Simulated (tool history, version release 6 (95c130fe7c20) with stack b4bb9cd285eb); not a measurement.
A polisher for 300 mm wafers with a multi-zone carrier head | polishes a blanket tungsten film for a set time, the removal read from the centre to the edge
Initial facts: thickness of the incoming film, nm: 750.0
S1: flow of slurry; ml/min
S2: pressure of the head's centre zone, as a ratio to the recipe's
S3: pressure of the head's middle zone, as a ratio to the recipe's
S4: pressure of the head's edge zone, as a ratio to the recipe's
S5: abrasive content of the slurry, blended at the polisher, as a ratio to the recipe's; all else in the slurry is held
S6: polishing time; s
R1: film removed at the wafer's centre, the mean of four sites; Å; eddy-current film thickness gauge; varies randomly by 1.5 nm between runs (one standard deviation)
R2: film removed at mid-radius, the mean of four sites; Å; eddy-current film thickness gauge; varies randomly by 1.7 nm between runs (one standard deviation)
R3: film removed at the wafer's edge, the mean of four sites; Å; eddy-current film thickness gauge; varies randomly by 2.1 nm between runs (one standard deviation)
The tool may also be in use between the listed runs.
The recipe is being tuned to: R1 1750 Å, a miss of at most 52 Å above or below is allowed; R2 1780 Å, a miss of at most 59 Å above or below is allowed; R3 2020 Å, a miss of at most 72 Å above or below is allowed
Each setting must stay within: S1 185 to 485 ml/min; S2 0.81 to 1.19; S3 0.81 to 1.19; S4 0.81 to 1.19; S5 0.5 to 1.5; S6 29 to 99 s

| run | day | S1 | S2 | S3 | S4 | S5 | S6 | R1 | R2 | R3 |
|---|---|---|---|---|---|---|---|---|---|---|
| 1 | 0 | 310 | 1 | 1 | 1 | 1 | 64 | 2473.3 | 2428.6 | 2467.6 |
| 2 | 0.167 | 300 | 0.95 | 0.95 | 0.98 | 0.85 | 63 | 2233.3 | 2203.8 | 2348.8 |
| 3 | 0.462 | 300 | 0.95 | 0.95 | 0.98 | 0.95 | 63 | 2245.6 | 2272.4 | 2351.8 |
| 4 | 0.529 | 300 | 0.95 | 0.95 | 0.98 | 0.95 | 79 | 2881.2 | 2847.2 | 2954.8 |
| 5 | 0.679 | 290 | 0.91 | 0.91 | 0.95 | 0.8 | 74 | 2472.6 | 2453.2 | 2628.1 |
| 6 | 0.862 | 280 | 0.88 | 0.89 | 0.93 | 0.7 | 71 | 2237.1 | 2238.8 | 2492.7 |
| 7 | 0.979 | 280 | 0.87 | 0.88 | 0.9 | 0.65 | 68 | 2041.5 | 2100.3 | 2297 |
| 8 | 1.183 | 275 | 0.86 | 0.86 | 0.88 | 0.6 | 67 | 1991.9 | 2015.2 | 2182.8 |
| 9 | 1.521 | 270 | 0.85 | 0.84 | 0.88 | 0.55 | 66 | 1879.8 | 1887.6 | 2130.2 |
| 10 | 1.571 | 265 | 0.84 | 0.83 | 0.87 | 0.55 | 66 | 1855.4 | 1882.8 | 2096.9 |
| 11 | 1.667 | 260 | 0.83 | 0.82 | 0.87 | 0.55 | 66 | 1852.2 | 1839.4 | 2113.1 |
| 12 | 1.85 | 255 | 0.82 | 0.82 | 0.86 | 0.55 | 66 | 1813.4 | 1842.7 | 2110.2 |

Below are 5 possible settings for the next run. Only one of them brings all results inside the allowed miss of their targets. Which is it?
| A | 2.033 | 320 | 0.83 | 0.92 | 0.9 | 0.55 | 62 | ? | ? | ? |
| B | 2.033 | 250 | 0.82 | 0.82 | 0.85 | 0.5 | 65 | ? | ? | ? |
| C | 2.033 | 285 | 0.83 | 0.85 | 0.9 | 0.65 | 64 | ? | ? | ? |
| D | 2.033 | 225 | 0.9 | 0.89 | 0.86 | 0.75 | 60 | ? | ? | ? |
| E | 2.033 | 295 | 0.88 | 0.83 | 0.87 | 0.5 | 60 | ? | ? | ? |

| move | R1 | R2 | R3 |
|---|---|---|---|
| A | 1776.6 | 1933 | 2030.4 |
| B | 1770.1 | 1777.8 | 2023.3 |
| C | 1879.4 | 1917.7 | 2156.7 |
| D | 1932.5 | 1890 | 2022.1 |
| E | 1777.9 | 1676.6 | 1899.6 |
A: gets the furthest-off result to its target, but another result is out of tolerance
B: in spec on every target
C: its largest miss is bigger than the last run's
D: gets the furthest-off result to its target, but another result is out of tolerance
E: moves the result that the last run missed by most past its target, out the other side
Correct choice: B, which meets every target
